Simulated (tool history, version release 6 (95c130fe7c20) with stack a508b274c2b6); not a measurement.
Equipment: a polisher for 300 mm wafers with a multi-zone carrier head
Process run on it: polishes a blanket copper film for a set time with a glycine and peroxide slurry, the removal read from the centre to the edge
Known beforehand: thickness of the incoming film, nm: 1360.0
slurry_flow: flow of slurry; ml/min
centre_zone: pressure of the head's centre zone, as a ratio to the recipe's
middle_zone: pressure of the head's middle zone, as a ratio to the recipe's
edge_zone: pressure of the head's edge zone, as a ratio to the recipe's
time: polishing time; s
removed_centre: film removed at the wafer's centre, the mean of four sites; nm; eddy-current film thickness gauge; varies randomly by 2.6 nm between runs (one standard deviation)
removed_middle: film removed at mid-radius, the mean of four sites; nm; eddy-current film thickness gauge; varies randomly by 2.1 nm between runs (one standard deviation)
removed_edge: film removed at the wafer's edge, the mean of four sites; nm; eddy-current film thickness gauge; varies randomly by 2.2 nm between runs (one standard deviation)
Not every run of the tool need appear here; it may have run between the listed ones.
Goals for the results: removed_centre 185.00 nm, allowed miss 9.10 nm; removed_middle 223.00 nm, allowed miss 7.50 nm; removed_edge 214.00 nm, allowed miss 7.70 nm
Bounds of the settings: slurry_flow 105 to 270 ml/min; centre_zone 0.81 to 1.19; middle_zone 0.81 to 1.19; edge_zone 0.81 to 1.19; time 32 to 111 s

Run 1, hour 0.0: slurry_flow 175 ml/min, centre_zone 1.00, middle_zone 1.00, edge_zone 1.00, time 71 s. Result: removed_centre 284.84 nm, removed_middle 307.23 nm, removed_edge 312.03 nm.
Run 2, hour 4.3: slurry_flow 170 ml/min, centre_zone 0.97, middle_zone 1.00, edge_zone 0.96, time 64 s. Result: removed_centre 251.51 nm, removed_middle 271.37 nm, removed_edge 268.91 nm.
Run 3, hour 10.8: slurry_flow 170 ml/min, centre_zone 0.97, middle_zone 1.00, edge_zone 0.96, time 49 s. Result: removed_centre 193.46 nm, removed_middle 214.34 nm, removed_edge 205.89 nm.
Run 4, hour 19.4: slurry_flow 170 ml/min, centre_zone 1.04, middle_zone 1.00, edge_zone 0.96, time 49 s. Result: removed_centre 204.03 nm, removed_middle 211.22 nm, removed_edge 207.56 nm.
Run 5, hour 23.2: slurry_flow 170 ml/min, centre_zone 1.04, middle_zone 1.00, edge_zone 0.99, time 49 s. Result: removed_centre 211.31 nm, removed_middle 209.06 nm, removed_edge 211.38 nm.
Run 6, hour 26.4: slurry_flow 150 ml/min, centre_zone 1.04, middle_zone 1.00, edge_zone 0.99, time 49 s. Result: removed_centre 198.27 nm, removed_middle 209.12 nm, removed_edge 208.61 nm.
Run 7, hour 28.8: slurry_flow 145 ml/min, centre_zone 1.02, middle_zone 1.02, edge_zone 1.00, time 49 s. Result: removed_centre 196.77 nm, removed_middle 209.93 nm, removed_edge 208.03 nm.
Run 8, hour 35.5: slurry_flow 145 ml/min, centre_zone 0.99, middle_zone 1.03, edge_zone 1.01, time 49 s. Result: removed_centre 190.77 nm, removed_middle 214.35 nm, removed_edge 204.44 nm.
At hour 36.0: centre zone pressure recalibrated.
Run 9, hour 36.0: slurry_flow 145 ml/min, centre_zone 0.97, middle_zone 1.03, edge_zone 1.03, time 50 s. Result: removed_centre 207.54 nm, removed_middle 214.54 nm, removed_edge 211.76 nm.
Run 10, hour 39.7: slurry_flow 135 ml/min, centre_zone 0.97, middle_zone 1.02, edge_zone 1.00, time 52 s. Result: removed_centre 213.14 nm, removed_middle 220.05 nm, removed_edge 219.68 nm.
Run 11, hour 42.4: slurry_flow 170 ml/min, centre_zone 0.95, middle_zone 1.01, edge_zone 1.03, time 51 s. Result: removed_centre 217.40 nm, removed_middle 222.44 nm, removed_edge 223.78 nm.
Run 12, hour 44.0: slurry_flow 150 ml/min, centre_zone 0.92, middle_zone 1.00, edge_zone 0.99, time 52 s. Result: removed_centre 200.81 nm, removed_middle 219.78 nm, removed_edge 219.71 nm.
Run 13, hour 50.3: slurry_flow 145 ml/min, centre_zone 0.90, middle_zone 1.00, edge_zone 0.98, time 52 s. Result: removed_centre 198.31 nm, removed_middle 216.71 nm, removed_edge 220.11 nm.

Of the 5 settings listed for the next run, only one would bring every result within its allowed miss of target. Which one?
Run A, hour 56.6: slurry_flow 170 ml/min, centre_zone 0.84, middle_zone 0.92, edge_zone 0.98, time 51 s. Result: removed_centre ?, removed_middle ?, removed_edge ?.
Run B, hour 56.6: slurry_flow 145 ml/min, centre_zone 0.92, middle_zone 0.95, edge_zone 0.94, time 52 s. Result: removed_centre ?, removed_middle ?, removed_edge ?.
Run C, hour 56.6: slurry_flow 145 ml/min, centre_zone 0.84, middle_zone 0.98, edge_zone 1.03, time 55 s. Result: removed_centre ?, removed_middle ?, removed_edge ?.
Run D, hour 56.6: slurry_flow 145 ml/min, centre_zone 0.99, middle_zone 0.98, edge_zone 1.09, time 51 s. Result: removed_centre ?, removed_middle ?, removed_edge ?.
Run E, hour 56.6: slurry_flow 165 ml/min, centre_zone 0.82, middle_zone 1.00, edge_zone 0.89, time 52 s. Result: removed_centre ?, removed_middle ?, removed_edge ?.

move  removed_centre  removed_middle  removed_edge
   A          186.57          201.20        219.05
   B          203.19          205.81        216.18
   C          196.11          223.51        236.52
   D          214.62          207.08        224.23
   E          184.89          219.13        214.79
A: gets the furthest-off result to its target, but another result is out of tolerance
B: further off than the last run
C: further off than the last run
D: further off than the last run
E: meets every target
Answer: E

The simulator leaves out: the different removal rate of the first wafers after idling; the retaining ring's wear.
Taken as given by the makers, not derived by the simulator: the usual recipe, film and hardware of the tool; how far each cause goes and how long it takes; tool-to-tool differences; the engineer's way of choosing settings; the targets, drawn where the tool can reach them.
